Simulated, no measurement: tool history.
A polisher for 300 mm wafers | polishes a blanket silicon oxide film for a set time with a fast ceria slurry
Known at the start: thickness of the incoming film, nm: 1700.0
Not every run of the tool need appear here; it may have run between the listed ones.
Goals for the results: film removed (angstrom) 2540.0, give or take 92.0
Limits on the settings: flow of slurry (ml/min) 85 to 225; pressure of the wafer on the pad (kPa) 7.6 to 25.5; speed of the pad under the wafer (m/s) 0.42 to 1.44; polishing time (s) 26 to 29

run,day,flow of slurry (ml/min),pressure of the wafer on the pad (kPa),speed of the pad under the wafer (m/s),polishing time (s),film removed (angstrom)
1,0.000,145,16.5,0.92,29,3828.4
2,0.254,140,14.5,0.92,29,3343.6
3,0.571,175,14.5,0.92,29,3520.4
4,0.738,175,14.5,1.00,29,3677.8
5,0.821,175,11.7,1.00,29,3056.0
6,0.850,175,10.3,1.00,29,2663.8
7,1.058,170,10.3,1.00,29,2701.7
# day 1.346: head pressure recalibrated
8,1.346,165,10.3,1.00,29,2429.8
9,1.375,170,10.3,1.00,29,2403.0
10,1.654,170,11.7,1.00,29,2753.5
11,1.858,165,11.7,1.00,29,2723.9
12,1.942,160,11.7,1.00,29,2719.6
13,2.125,160,11.7,1.00,29,2729.5
14,2.175,155,11.7,1.00,29,2693.1
15,2.375,150,11.7,1.00,29,2676.2
16,2.738,145,11.7,1.00,29,2695.4
17,3.046,140,11.7,1.00,29,2652.9

4 candidate next runs follow, results not yet known. Just one meets every target within its allowed miss. Identify it.
A,3.354,135,13.1,0.90,29,?
B,3.354,95,18.6,0.60,29,?
C,3.354,125,12.4,1.02,29,?
D,3.354,135,11.7,1.12,29,?

move,film removed (angstrom)
A,2677.7
B,2504.9
C,2775.9
D,2891.2
A: further off than the last run
B: every result within its allowed miss
C: further off than the last run
D: further off than the last run
Correct choice: B, which meets every target
